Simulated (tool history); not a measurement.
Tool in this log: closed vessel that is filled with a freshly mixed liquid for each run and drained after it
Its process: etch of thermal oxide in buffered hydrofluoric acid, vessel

run	day	temperature setpoint of the liquid (°C)	parts of 40 % ammonium fluoride to one part of 49 % hydrofluoric acid (parts by volume)	time in the liquid (s)	thickness taken off the thermal oxide on a monitor wafer (angstrom)
1	0	22	16.5	30	194.4
2	0.038	21.5	17	30	186.46
3	0.058	21	17.5	30	176.47
4	0.3	20.5	18	30	166.68
5	0.617	20.5	14	30	212.05
6	0.717	20.5	14	30	215.06
7	0.825	20	14.5	30	203.2

Run 8 has not been measured yet. What should we expect?
8	0.992	19.5	15	30	?

{"run 8": {"thickness taken off the thermal oxide on a monitor wafer (angstrom)": 187.22}}

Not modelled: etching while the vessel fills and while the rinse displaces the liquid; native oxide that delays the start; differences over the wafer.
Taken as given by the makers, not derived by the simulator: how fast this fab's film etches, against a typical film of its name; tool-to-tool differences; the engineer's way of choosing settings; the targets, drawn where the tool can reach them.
